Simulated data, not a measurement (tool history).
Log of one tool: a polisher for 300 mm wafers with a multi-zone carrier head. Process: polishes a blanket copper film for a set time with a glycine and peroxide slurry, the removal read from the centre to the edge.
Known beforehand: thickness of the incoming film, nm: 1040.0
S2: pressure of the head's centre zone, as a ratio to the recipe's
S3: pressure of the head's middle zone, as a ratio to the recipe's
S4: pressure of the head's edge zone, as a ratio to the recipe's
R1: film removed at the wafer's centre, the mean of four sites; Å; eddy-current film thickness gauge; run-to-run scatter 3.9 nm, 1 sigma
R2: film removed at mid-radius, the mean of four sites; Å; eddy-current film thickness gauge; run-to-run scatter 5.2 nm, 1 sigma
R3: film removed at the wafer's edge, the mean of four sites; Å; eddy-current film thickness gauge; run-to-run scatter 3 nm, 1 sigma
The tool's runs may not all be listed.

Run 1, day 0.000: flow of slurry (ml/min) 240, S2 1.00, S3 1.00, S4 1.00, polishing time (s) 45. Result: R1 2733.5 Å, R2 2741.2 Å, R3 2745.2 Å.
Run 2, day 0.058: flow of slurry (ml/min) 240, S2 1.00, S3 1.07, S4 1.00, polishing time (s) 45. Result: R1 2782.7 Å, R2 2894.2 Å, R3 2772.5 Å.
Run 3, day 0.079: flow of slurry (ml/min) 240, S2 1.00, S3 1.07, S4 0.92, polishing time (s) 45. Result: R1 2719.5 Å, R2 2885.4 Å, R3 2701.9 Å.
Run 4, day 0.400: flow of slurry (ml/min) 240, S2 1.00, S3 1.07, S4 0.84, polishing time (s) 45. Result: R1 2822.1 Å, R2 2901.5 Å, R3 2539.0 Å.
Run 5, day 0.442: flow of slurry (ml/min) 240, S2 1.00, S3 1.01, S4 0.84, polishing time (s) 45. Result: R1 2740.8 Å, R2 2701.3 Å, R3 2600.8 Å.
Run 6, day 0.671: flow of slurry (ml/min) 240, S2 1.00, S3 1.01, S4 0.81, polishing time (s) 45. Result: R1 2771.8 Å, R2 2754.5 Å, R3 2554.3 Å.
Run 7, day 0.933: flow of slurry (ml/min) 245, S2 1.00, S3 1.04, S4 0.87, polishing time (s) 48. Result: R1 2898.3 Å, R2 2946.1 Å, R3 2810.3 Å.

Estimate the outcome of run 8 from the log above:
Run 8, day 1.162: flow of slurry (ml/min) 245, S2 1.01, S3 1.08, S4 0.89, polishing time (s) 51. Result: R1 ?, R2 ?, R3 ?.

R1: 3139.8 Å
R2: 3322.1 Å
R3: 3002.1 Å

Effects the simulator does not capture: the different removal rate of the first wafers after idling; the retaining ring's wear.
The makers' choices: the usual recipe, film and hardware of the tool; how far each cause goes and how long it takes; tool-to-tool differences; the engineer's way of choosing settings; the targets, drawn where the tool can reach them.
